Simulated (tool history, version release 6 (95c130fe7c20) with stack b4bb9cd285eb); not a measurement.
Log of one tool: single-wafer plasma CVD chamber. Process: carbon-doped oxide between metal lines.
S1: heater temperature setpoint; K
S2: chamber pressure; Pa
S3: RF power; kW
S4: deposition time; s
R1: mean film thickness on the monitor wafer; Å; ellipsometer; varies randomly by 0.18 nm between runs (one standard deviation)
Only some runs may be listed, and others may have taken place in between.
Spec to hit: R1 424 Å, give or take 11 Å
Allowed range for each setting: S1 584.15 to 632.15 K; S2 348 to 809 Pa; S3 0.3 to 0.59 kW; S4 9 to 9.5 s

run 1 hour=0 | S1=608.15 S2=579 S3=0.445 S4=9.5 | R1=489.73
run 2 hour=2.2 | S1=616.15 S2=579 S3=0.445 S4=9.5 | R1=478.74
run 3 hour=6.5 | S1=624.15 S2=579 S3=0.445 S4=9.5 | R1=464.19
run 4 hour=9.1 | S1=625.15 S2=569 S3=0.435 S4=9.5 | R1=458.83
run 5 hour=17.7 | S1=632.15 S2=569 S3=0.435 S4=9.5 | R1=449.1
run 6 hour=21.8 | S1=632.15 S2=621 S3=0.435 S4=9.5 | R1=452.44
run 7 hour=23.7 | S1=632.15 S2=620 S3=0.425 S4=9.5 | R1=450.43
run 8 hour=29 | S1=632.15 S2=611 S3=0.415 S4=9.5 | R1=438.35
run 9 hour=29.6 | S1=632.15 S2=608 S3=0.41 S4=9.5 | R1=437.81

Below are 5 possible settings for the next run. Only one of them brings all results inside the allowed miss of their targets. Which is it?
run A hour=30.2 | S1=626.15 S2=603 S3=0.435 S4=9.4 | R1=?
run B hour=30.2 | S1=630.15 S2=640 S3=0.415 S4=9.5 | R1=?
run C hour=30.2 | S1=630.15 S2=808 S3=0.405 S4=9.3 | R1=?
run D hour=30.2 | S1=629.15 S2=664 S3=0.45 S4=9.5 | R1=?
run E hour=30.2 | S1=629.15 S2=712 S3=0.405 S4=9 | R1=?

move=A R1=455.27
move=B R1=446.96
move=C R1=445.95
move=D R1=474.46
move=E R1=426.33
A: moves away from the targets compared with the last run
B: moves away from the targets compared with the last run
C: moves away from the targets compared with the last run
D: moves away from the targets compared with the last run
E: each result inside its tolerance
Move E is the one to make.

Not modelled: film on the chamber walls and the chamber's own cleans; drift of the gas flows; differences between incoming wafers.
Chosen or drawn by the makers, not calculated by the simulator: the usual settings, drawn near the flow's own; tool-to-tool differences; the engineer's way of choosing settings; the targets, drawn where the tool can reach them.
